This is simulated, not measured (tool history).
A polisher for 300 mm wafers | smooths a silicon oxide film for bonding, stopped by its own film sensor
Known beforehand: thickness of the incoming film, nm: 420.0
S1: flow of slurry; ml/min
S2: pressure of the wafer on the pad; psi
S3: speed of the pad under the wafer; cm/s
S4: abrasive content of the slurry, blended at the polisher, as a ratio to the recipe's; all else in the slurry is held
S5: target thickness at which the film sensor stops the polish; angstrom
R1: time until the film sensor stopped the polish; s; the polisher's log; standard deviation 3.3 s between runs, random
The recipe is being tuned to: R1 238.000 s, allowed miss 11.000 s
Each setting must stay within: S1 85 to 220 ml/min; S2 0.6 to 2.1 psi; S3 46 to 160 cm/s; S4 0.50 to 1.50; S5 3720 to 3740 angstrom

run 1 hour=0.0 | S1=140 S2=1.3 S3=102 S4=1.00 S5=3740 | R1=99.632
run 2 hour=8.0 | S1=140 S2=1.2 S3=102 S4=1.00 S5=3740 | R1=108.070
run 3 hour=15.1 | S1=140 S2=1.2 S3=102 S4=1.00 S5=3740 | R1=109.650
run 4 hour=20.9 | S1=140 S2=1.2 S3=116 S4=1.00 S5=3740 | R1=98.294
run 5 hour=22.4 | S1=140 S2=1.2 S3=128 S4=1.00 S5=3740 | R1=87.001
run 6 hour=28.4 | S1=165 S2=1.2 S3=128 S4=1.00 S5=3740 | R1=87.371
run 7 hour=29.6 | S1=165 S2=1.0 S3=108 S4=0.95 S5=3740 | R1=118.840
run 8 hour=35.4 | S1=165 S2=0.9 S3=92 S4=0.90 S5=3740 | R1=153.840
run 9 hour=39.7 | S1=165 S2=0.8 S3=86 S4=0.90 S5=3740 | R1=179.330
run 10 hour=43.1 | S1=160 S2=0.7 S3=82 S4=0.90 S5=3740 | R1=209.690
run 11 hour=49.8 | S1=150 S2=0.7 S3=82 S4=0.90 S5=3740 | R1=214.030
run 12 hour=51.9 | S1=145 S2=0.7 S3=82 S4=0.90 S5=3740 | R1=207.860
run 13 hour=59.7 | S1=145 S2=0.7 S3=80 S4=0.90 S5=3740 | R1=214.110
run 14 hour=62.2 | S1=140 S2=0.7 S3=80 S4=0.90 S5=3740 | R1=219.830
run 15 hour=65.0 | S1=120 S2=0.6 S3=80 S4=0.90 S5=3740 | R1=254.730

Consider the 5 candidate settings below. Which is the only one whose results all fall within their allowed miss of target?
run A hour=67.8 | S1=110 S2=0.6 S3=78 S4=0.95 S5=3730 | R1=?
run B hour=67.8 | S1=110 S2=0.7 S3=92 S4=0.55 S5=3720 | R1=?
run C hour=67.8 | S1=140 S2=0.7 S3=80 S4=0.75 S5=3740 | R1=?
run D hour=67.8 | S1=125 S2=0.6 S3=62 S4=1.00 S5=3740 | R1=?
run E hour=67.8 | S1=135 S2=0.6 S3=60 S4=1.05 S5=3720 | R1=?

move=A R1=263.670
move=B R1=283.280
move=C R1=239.590
move=D R1=294.060
move=E R1=303.200
A: the biggest miss grows against the last run
B: the biggest miss grows against the last run
C: hits every target within its allowed miss
D: the biggest miss grows against the last run
E: the biggest miss grows against the last run
The move that meets every target is C.
